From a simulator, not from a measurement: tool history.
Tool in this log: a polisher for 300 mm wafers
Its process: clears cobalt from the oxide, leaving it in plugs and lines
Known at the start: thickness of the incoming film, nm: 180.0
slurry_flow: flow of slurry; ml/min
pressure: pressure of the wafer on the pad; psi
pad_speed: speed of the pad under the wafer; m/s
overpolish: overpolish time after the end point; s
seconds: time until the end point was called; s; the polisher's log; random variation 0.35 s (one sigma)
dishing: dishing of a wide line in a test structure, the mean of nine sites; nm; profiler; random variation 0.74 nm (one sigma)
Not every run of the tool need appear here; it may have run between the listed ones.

run	hour	slurry_flow	pressure	pad_speed	overpolish	seconds	dishing
1	0	240	2.3	1.22	15	22.339	53.771
2	4.2	240	2.3	1.22	14	22.889	56.367
3	12.1	240	2.3	1.22	19	22.152	61.173
4	14.2	240	2.3	1.22	17	22.234	57.285
5	15.7	240	2.3	1.22	16	22.518	55.94
6	17.7	240	1.7	1.22	16	29.654	50.466
7	19.7	240	1.7	1.26	15	29.765	51.407
8	22	240	1.9	1.18	14	27.34	49.757
9	22.6	240	2	1.1	13	27.591	47.062
10	30.5	240	2.1	1.04	12	27.262	47.148

What will run 11 give?
11	35.5	245	2.2	0.98	11	?	?

seconds: 27.933 s
dishing: 45.155 nm
